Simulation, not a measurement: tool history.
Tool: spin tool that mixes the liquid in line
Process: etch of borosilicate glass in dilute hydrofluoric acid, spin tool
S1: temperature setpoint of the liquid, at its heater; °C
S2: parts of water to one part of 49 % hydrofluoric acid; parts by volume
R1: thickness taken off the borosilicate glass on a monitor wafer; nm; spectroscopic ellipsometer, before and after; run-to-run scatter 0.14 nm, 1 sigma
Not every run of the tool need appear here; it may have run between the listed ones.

run 1 hour=0 | S1=21 S2=290 time_under_the_liquid_(s)=320 | R1=22.524
run 2 hour=4.1 | S1=23 S2=290 time_under_the_liquid_(s)=320 | R1=24.205
run 3 hour=6.8 | S1=24.5 S2=290 time_under_the_liquid_(s)=320 | R1=25.385
run 4 hour=10.6 | S1=25.5 S2=290 time_under_the_liquid_(s)=320 | R1=26.683
run 5 hour=17.6 | S1=25.5 S2=290 time_under_the_liquid_(s)=320 | R1=26.217
run 6 hour=20.6 | S1=26.5 S2=290 time_under_the_liquid_(s)=320 | R1=27.596
run 7 hour=26.1 | S1=27 S2=290 time_under_the_liquid_(s)=320 | R1=28.097
run 8 hour=33 | S1=27.5 S2=290 time_under_the_liquid_(s)=320 | R1=28.072
run 9 hour=38.9 | S1=28 S2=290 time_under_the_liquid_(s)=320 | R1=28.61

Expected results for the next run?
run 10 hour=47.6 | S1=28.5 S2=290 time_under_the_liquid_(s)=320 | R1=?

R1: 29.116 nm

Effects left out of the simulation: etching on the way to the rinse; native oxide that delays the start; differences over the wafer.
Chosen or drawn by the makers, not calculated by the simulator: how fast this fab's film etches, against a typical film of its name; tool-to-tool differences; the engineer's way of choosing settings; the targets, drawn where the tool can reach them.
